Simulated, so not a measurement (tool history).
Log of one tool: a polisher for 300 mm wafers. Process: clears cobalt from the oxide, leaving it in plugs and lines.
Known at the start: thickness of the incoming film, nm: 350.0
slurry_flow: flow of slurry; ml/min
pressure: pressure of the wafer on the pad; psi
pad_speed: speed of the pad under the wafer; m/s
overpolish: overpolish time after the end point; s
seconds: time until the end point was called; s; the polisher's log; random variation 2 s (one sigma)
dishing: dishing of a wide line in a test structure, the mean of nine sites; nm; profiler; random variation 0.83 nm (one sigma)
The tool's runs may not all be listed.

{"run": 1, "hour": 0.0, "slurry_flow": 235, "pressure": 1.6, "pad_speed": 1.2, "overpolish": 20, "seconds": 70.685, "dishing": 59.978}
{"run": 2, "hour": 8.8, "slurry_flow": 235, "pressure": 1.3, "pad_speed": 1.2, "overpolish": 20, "seconds": 84.32, "dishing": 55.127}
{"run": 3, "hour": 12.3, "slurry_flow": 235, "pressure": 1.3, "pad_speed": 1.2, "overpolish": 26, "seconds": 82.006, "dishing": 61.667}
{"run": 4, "hour": 14.6, "slurry_flow": 235, "pressure": 1.7, "pad_speed": 1.2, "overpolish": 26, "seconds": 67.8, "dishing": 65.72}
{"run": 5, "hour": 19.2, "slurry_flow": 235, "pressure": 1.7, "pad_speed": 1.5, "overpolish": 26, "seconds": 54.193, "dishing": 72.486}
{"run": 6, "hour": 23.0, "slurry_flow": 230, "pressure": 1.4, "pad_speed": 1.34, "overpolish": 25, "seconds": 71.144, "dishing": 64.621}
{"run": 7, "hour": 30.9, "slurry_flow": 230, "pressure": 1.2, "pad_speed": 1.24, "overpolish": 24, "seconds": 88.849, "dishing": 58.266}

Run 8 comes next. What will it give?
{"run": 8, "hour": 33.9, "slurry_flow": 225, "pressure": 1.1, "pad_speed": 1.2, "overpolish": 23, "seconds": "?", "dishing": "?"}

{"run 8": {"seconds": 93.752, "dishing": 54.323}}
